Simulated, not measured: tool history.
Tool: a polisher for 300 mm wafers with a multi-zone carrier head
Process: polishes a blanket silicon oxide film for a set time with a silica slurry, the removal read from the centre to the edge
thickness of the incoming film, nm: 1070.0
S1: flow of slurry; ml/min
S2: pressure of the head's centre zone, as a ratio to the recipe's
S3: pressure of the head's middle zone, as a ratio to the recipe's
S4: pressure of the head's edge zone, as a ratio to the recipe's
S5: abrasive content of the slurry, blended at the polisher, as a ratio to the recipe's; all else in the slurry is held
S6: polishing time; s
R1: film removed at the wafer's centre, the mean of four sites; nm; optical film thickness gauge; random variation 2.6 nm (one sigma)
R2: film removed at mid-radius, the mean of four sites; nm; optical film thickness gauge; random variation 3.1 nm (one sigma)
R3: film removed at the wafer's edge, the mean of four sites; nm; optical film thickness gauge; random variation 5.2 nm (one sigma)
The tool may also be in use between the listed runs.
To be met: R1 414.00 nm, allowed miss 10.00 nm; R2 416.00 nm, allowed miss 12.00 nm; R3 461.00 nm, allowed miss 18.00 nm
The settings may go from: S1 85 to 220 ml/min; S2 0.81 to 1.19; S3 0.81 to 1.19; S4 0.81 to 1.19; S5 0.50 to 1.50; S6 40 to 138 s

{"run": 1, "day": 0.0, "S1": 140, "S2": 1.0, "S3": 1.0, "S4": 1.0, "S5": 1.0, "S6": 88, "R1": 294.16, "R2": 297.86, "R3": 304.5}
{"run": 2, "day": 0.221, "S1": 145, "S2": 1.0, "S3": 1.0, "S4": 1.03, "S5": 1.05, "S6": 89, "R1": 305.2, "R2": 308.58, "R3": 327.86}
{"run": 3, "day": 0.271, "S1": 145, "S2": 1.0, "S3": 1.0, "S4": 1.03, "S5": 1.15, "S6": 89, "R1": 318.32, "R2": 321.33, "R3": 327.98}
{"run": 4, "day": 0.35, "S1": 145, "S2": 1.04, "S3": 1.0, "S4": 1.03, "S5": 1.15, "S6": 89, "R1": 334.53, "R2": 319.23, "R3": 332.41}
{"run": 5, "day": 0.621, "S1": 145, "S2": 1.04, "S3": 1.0, "S4": 1.03, "S5": 1.15, "S6": 77, "R1": 286.62, "R2": 275.39, "R3": 281.53}
{"run": 6, "day": 0.783, "S1": 150, "S2": 1.03, "S3": 1.0, "S4": 1.05, "S5": 1.2, "S6": 80, "R1": 303.48, "R2": 291.01, "R3": 305.78}
{"run": 7, "day": 0.917, "S1": 155, "S2": 1.02, "S3": 1.01, "S4": 1.07, "S5": 1.25, "S6": 82, "R1": 312.52, "R2": 312.7, "R3": 327.55}
{"run": 8, "day": 1.258, "S1": 160, "S2": 1.02, "S3": 1.01, "S4": 1.09, "S5": 1.3, "S6": 83, "R1": 327.17, "R2": 321.44, "R3": 335.45}

Which of these 4 next moves meets every target?
{"run": "A", "day": 1.6, "S1": 150, "S2": 0.98, "S3": 0.98, "S4": 1.09, "S5": 1.45, "S6": 108, "R1": "?", "R2": "?", "R3": "?"}
{"run": "B", "day": 1.6, "S1": 185, "S2": 0.95, "S3": 0.98, "S4": 1.16, "S5": 1.3, "S6": 103, "R1": "?", "R2": "?", "R3": "?"}
{"run": "C", "day": 1.6, "S1": 215, "S2": 1.11, "S3": 0.94, "S4": 0.99, "S5": 1.45, "S6": 102, "R1": "?", "R2": "?", "R3": "?"}
{"run": "D", "day": 1.6, "S1": 130, "S2": 0.91, "S3": 0.91, "S4": 1.15, "S5": 1.1, "S6": 116, "R1": "?", "R2": "?", "R3": "?"}

move=A R1=417.48 R2=420.79 R3=454.45
move=B R1=387.28 R2=400.84 R3=442.22
move=C R1=478.55 R2=407.64 R3=428.26
move=D R1=361.18 R2=370.60 R3=441.99
A: meets every target
B: nearer than the last run, and not there yet
C: takes the result that was furthest off past its target
D: nearer than the last run, and not there yet
Move A is the one to make.
